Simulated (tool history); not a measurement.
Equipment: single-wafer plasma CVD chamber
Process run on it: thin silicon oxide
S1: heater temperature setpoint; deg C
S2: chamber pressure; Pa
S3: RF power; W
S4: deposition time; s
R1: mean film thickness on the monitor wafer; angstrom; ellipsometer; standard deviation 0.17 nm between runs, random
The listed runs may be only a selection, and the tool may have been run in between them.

Run 1, hour 0.0: S1 380 deg C, S2 101.6 Pa, S3 325 W, S4 12.5 s. Result: R1 237.06 angstrom.
Run 2, hour 5.8: S1 380 deg C, S2 101.6 Pa, S3 285 W, S4 12.5 s. Result: R1 220.51 angstrom.
Run 3, hour 14.0: S1 380 deg C, S2 106.3 Pa, S3 285 W, S4 12.5 s. Result: R1 230.65 angstrom.
Run 4, hour 16.8: S1 380 deg C, S2 106.3 Pa, S3 305 W, S4 12.5 s. Result: R1 241.42 angstrom.
Run 5, hour 25.3: S1 380 deg C, S2 106.3 Pa, S3 260 W, S4 12.5 s. Result: R1 218.96 angstrom.
Run 6, hour 31.0: S1 380 deg C, S2 110.8 Pa, S3 260 W, S4 12.5 s. Result: R1 224.75 angstrom.
Run 7, hour 35.9: S1 380 deg C, S2 114.7 Pa, S3 265 W, S4 12.5 s. Result: R1 237.81 angstrom.

For run 8, what comes out?
Run 8, hour 44.4: S1 380 deg C, S2 118.1 Pa, S3 270 W, S4 12.5 s. Result: R1 ?.

{"run 8": {"R1": 244.65}}
